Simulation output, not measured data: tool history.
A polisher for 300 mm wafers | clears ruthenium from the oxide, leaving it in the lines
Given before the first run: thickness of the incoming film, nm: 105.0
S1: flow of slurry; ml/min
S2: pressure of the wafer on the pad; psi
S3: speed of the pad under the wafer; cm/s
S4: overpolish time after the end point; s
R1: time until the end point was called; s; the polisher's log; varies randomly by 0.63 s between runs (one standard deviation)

| run | hour | S1 | S2 | S3 | S4 | R1 |
|---|---|---|---|---|---|---|
| 1 | 0.0 | 235 | 1.5 | 104 | 17 | 118.340 |
| 2 | 4.1 | 235 | 1.6 | 106 | 17 | 110.230 |
| 3 | 11.1 | 235 | 1.9 | 106 | 17 | 92.735 |
| 4 | 11.9 | 235 | 2.0 | 108 | 17 | 88.021 |
| 5 | 13.4 | 235 | 2.2 | 108 | 17 | 79.318 |
| 6 | 15.1 | 270 | 2.2 | 108 | 17 | 77.753 |
| 7 | 17.3 | 270 | 2.2 | 110 | 17 | 78.679 |
| 8 | 24.7 | 270 | 2.2 | 114 | 17 | 73.987 |
| 9 | 32.8 | 270 | 2.2 | 116 | 17 | 72.507 |
| 10 | 35.4 | 270 | 2.2 | 118 | 17 | 73.260 |
| 11 | 39.0 | 270 | 2.2 | 120 | 17 | 71.620 |
| 12 | 45.6 | 270 | 2.2 | 122 | 17 | 69.759 |

Predict the results of run 13:
| 13 | 46.2 | 270 | 2.2 | 124 | 17 | ? |

R1: 68.151 s
